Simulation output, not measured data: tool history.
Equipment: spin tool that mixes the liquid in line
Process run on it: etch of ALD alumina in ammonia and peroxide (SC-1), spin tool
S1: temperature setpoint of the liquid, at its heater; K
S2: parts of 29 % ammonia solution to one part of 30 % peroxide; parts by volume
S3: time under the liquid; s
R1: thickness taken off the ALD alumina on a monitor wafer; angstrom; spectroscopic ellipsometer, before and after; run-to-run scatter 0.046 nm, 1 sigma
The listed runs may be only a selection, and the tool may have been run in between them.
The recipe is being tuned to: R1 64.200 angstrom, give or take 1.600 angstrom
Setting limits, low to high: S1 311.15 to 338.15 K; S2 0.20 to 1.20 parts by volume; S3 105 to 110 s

run	hour	S1	S2	S3	R1
1	0.0	322.15	0.70	105	71.725
2	7.4	315.65	0.70	105	49.838
3	14.9	315.65	0.70	105	49.749
4	21.2	315.65	0.70	105	49.732
5	22.9	315.65	0.45	105	47.579
6	28.7	317.15	0.45	105	51.718
7	31.4	318.15	0.45	105	54.823
8	39.2	318.65	0.45	105	55.876
9	40.7	319.15	0.45	105	58.235

Of the 4 settings listed for the next run, only one would bring every result within its allowed miss of target. Which one?
A	42.2	320.65	0.50	110	?
B	42.2	320.65	0.50	105	?
C	42.2	319.15	0.20	110	?
D	42.2	318.15	0.40	110	?

move	R1
A	67.716
B	64.638
C	57.036
D	57.570
A: the result that was furthest off in the last run now lies on the other side of its target
B: all results in spec
C: the biggest miss grows against the last run
D: the biggest miss grows against the last run
Answer: B

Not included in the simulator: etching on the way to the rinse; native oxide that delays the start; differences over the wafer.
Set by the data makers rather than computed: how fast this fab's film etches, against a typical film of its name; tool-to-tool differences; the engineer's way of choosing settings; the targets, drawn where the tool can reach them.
